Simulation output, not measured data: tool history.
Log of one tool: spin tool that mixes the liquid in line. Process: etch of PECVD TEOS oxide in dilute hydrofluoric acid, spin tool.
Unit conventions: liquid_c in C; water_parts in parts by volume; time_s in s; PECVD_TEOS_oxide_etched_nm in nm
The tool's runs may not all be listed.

run  hour  liquid_c  water_parts  time_s  PECVD_TEOS_oxide_etched_nm
  1     0        24          100      85                      15.131
  2   3.5        24          130      85                      11.262
  3   6.4        27          130      85                      12.652
  4   8.4        27          130      60                      8.8961
  5   9.7        27          115      60                      10.248
  6  15.3        27          140      60                      8.1511
  7  21.2        28          135      60                      8.9148

The next listed run, before its measurement:
  8  27.4        28          135      60                           ?

{"run 8": {"PECVD_TEOS_oxide_etched_nm": 8.8771}}
